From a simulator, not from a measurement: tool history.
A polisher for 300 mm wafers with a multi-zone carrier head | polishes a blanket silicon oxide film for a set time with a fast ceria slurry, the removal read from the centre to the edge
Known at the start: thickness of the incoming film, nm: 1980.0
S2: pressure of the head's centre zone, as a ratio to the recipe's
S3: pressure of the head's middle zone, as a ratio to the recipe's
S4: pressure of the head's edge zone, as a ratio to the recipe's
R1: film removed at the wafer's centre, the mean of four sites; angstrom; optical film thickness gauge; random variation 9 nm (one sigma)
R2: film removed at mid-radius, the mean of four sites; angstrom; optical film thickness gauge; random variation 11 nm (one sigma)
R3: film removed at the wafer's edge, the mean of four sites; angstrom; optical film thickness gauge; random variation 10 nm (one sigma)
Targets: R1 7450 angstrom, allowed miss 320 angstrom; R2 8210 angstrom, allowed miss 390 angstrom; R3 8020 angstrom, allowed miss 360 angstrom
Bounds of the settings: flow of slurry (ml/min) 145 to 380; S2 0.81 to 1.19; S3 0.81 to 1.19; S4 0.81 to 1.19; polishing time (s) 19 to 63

{"run": 1, "day": 0.0, "flow of slurry (ml/min)": 245, "S2": 1, "S3": 1, "S4": 1, "polishing time (s)": 41, "R1": 6017.7, "R2": 5687.3, "R3": 6158.2}
{"run": 2, "day": 0.362, "flow of slurry (ml/min)": 215, "S2": 1, "S3": 1, "S4": 1, "polishing time (s)": 41, "R1": 5994, "R2": 5536, "R3": 5906.6}
{"run": 3, "day": 0.475, "flow of slurry (ml/min)": 215, "S2": 1, "S3": 1, "S4": 1, "polishing time (s)": 31, "R1": 4477.5, "R2": 4307.6, "R3": 4602.8}
{"run": 4, "day": 0.738, "flow of slurry (ml/min)": 215, "S2": 1, "S3": 1, "S4": 0.93, "polishing time (s)": 31, "R1": 4505.3, "R2": 4301.9, "R3": 4454.1}
{"run": 5, "day": 0.912, "flow of slurry (ml/min)": 215, "S2": 1, "S3": 0.94, "S4": 0.93, "polishing time (s)": 31, "R1": 4351.2, "R2": 4123.4, "R3": 4484.3}
{"run": 6, "day": 1.15, "flow of slurry (ml/min)": 230, "S2": 0.98, "S3": 0.97, "S4": 0.94, "polishing time (s)": 34, "R1": 4884.2, "R2": 4569.6, "R3": 4783.6}
{"run": 7, "day": 1.425, "flow of slurry (ml/min)": 225, "S2": 0.97, "S3": 1, "S4": 0.97, "polishing time (s)": 36, "R1": 5143.7, "R2": 4995.7, "R3": 5148.5}
{"run": 8, "day": 1.454, "flow of slurry (ml/min)": 235, "S2": 0.96, "S3": 1.02, "S4": 1, "polishing time (s)": 38, "R1": 5367.3, "R2": 5317.9, "R3": 5613.4}
{"run": 9, "day": 1.721, "flow of slurry (ml/min)": 245, "S2": 0.96, "S3": 1.04, "S4": 1.01, "polishing time (s)": 39, "R1": 5440.2, "R2": 5756.8, "R3": 5698.9}
{"day": 1.929, "done": "slurry nozzle cleaned"}
{"run": 10, "day": 1.929, "flow of slurry (ml/min)": 255, "S2": 0.97, "S3": 1.05, "S4": 1.03, "polishing time (s)": 40, "R1": 5791.9, "R2": 5783.9, "R3": 6171.3}

5 next moves are on the table. One of them brings every result within its allowed miss. Which?
{"run": "A", "day": 2.138, "flow of slurry (ml/min)": 290, "S2": 0.91, "S3": 1.1, "S4": 1.03, "polishing time (s)": 52, "R1": "?", "R2": "?", "R3": "?"}
{"run": "B", "day": 2.138, "flow of slurry (ml/min)": 245, "S2": 1.09, "S3": 1.03, "S4": 0.96, "polishing time (s)": 52, "R1": "?", "R2": "?", "R3": "?"}
{"run": "C", "day": 2.138, "flow of slurry (ml/min)": 380, "S2": 0.99, "S3": 0.9, "S4": 1.1, "polishing time (s)": 28, "R1": "?", "R2": "?", "R3": "?"}
{"run": "D", "day": 2.138, "flow of slurry (ml/min)": 210, "S2": 0.97, "S3": 1.01, "S4": 1.1, "polishing time (s)": 27, "R1": "?", "R2": "?", "R3": "?"}
{"run": "E", "day": 2.138, "flow of slurry (ml/min)": 280, "S2": 1.05, "S3": 1.02, "S4": 0.98, "polishing time (s)": 47, "R1": "?", "R2": "?", "R3": "?"}

move=A R1=7464.9 R2=8352.2 R3=7776.8
move=B R1=8382.4 R2=7800.2 R3=7485.6
move=C R1=4345.1 R2=3863.4 R3=4382.3
move=D R1=3950.4 R2=3940.6 R3=4091.9
move=E R1=7448.4 R2=7058.6 R3=6874.4
A: meets every target
B: nearer than the last run, and not there yet
C: further off than the last run
D: further off than the last run
E: nearer than the last run, and not there yet
The right move is A.
